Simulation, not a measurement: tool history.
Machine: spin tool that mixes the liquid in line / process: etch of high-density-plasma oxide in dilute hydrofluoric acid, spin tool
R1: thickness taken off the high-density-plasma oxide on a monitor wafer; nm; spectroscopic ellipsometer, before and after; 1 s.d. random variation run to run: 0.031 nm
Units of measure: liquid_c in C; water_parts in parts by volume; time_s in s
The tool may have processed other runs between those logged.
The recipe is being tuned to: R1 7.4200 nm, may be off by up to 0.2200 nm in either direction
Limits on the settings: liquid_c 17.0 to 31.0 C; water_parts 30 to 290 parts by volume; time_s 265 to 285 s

Run 1, hour 0.0: liquid_c 23.0 C, water_parts 160 parts by volume, time_s 265 s. Result: R1 8.9248 nm.
Run 2, hour 1.9: liquid_c 22.5 C, water_parts 160 parts by volume, time_s 265 s. Result: R1 8.7527 nm.
Run 3, hour 10.6: liquid_c 22.5 C, water_parts 160 parts by volume, time_s 285 s. Result: R1 9.4430 nm.
Run 4, hour 18.2: liquid_c 22.5 C, water_parts 140 parts by volume, time_s 285 s. Result: R1 10.9280 nm.
Run 5, hour 23.4: liquid_c 22.5 C, water_parts 140 parts by volume, time_s 265 s. Result: R1 10.2710 nm.
Run 6, hour 27.1: liquid_c 22.5 C, water_parts 140 parts by volume, time_s 265 s. Result: R1 10.3130 nm.
Run 7, hour 29.4: liquid_c 21.5 C, water_parts 145 parts by volume, time_s 265 s. Result: R1 9.5000 nm.
Run 8, hour 38.3: liquid_c 21.0 C, water_parts 150 parts by volume, time_s 265 s. Result: R1 8.9510 nm.
Run 9, hour 46.5: liquid_c 21.0 C, water_parts 150 parts by volume, time_s 265 s. Result: R1 8.9472 nm.
Run 10, hour 51.5: liquid_c 20.5 C, water_parts 150 parts by volume, time_s 265 s. Result: R1 8.7506 nm.

Which single option among these 4 for the next run brings every result within its allowed miss of target? Just one does.
Run A, hour 56.5: liquid_c 29.0 C, water_parts 165 parts by volume, time_s 265 s. Result: R1 ?.
Run B, hour 56.5: liquid_c 22.0 C, water_parts 190 parts by volume, time_s 265 s. Result: R1 ?.
Run C, hour 56.5: liquid_c 22.0 C, water_parts 195 parts by volume, time_s 285 s. Result: R1 ?.
Run D, hour 56.5: liquid_c 23.0 C, water_parts 210 parts by volume, time_s 285 s. Result: R1 ?.

move       R1
   A  10.7980
   B   7.0365
   C   7.3354
   D   6.9628
A: lands further from the targets than the last run did
B: moves the result that the last run missed by most past its target, out the other side
C: every result within its allowed miss
D: moves the result that the last run missed by most past its target, out the other side
C is the move that brings every result within its allowed miss.
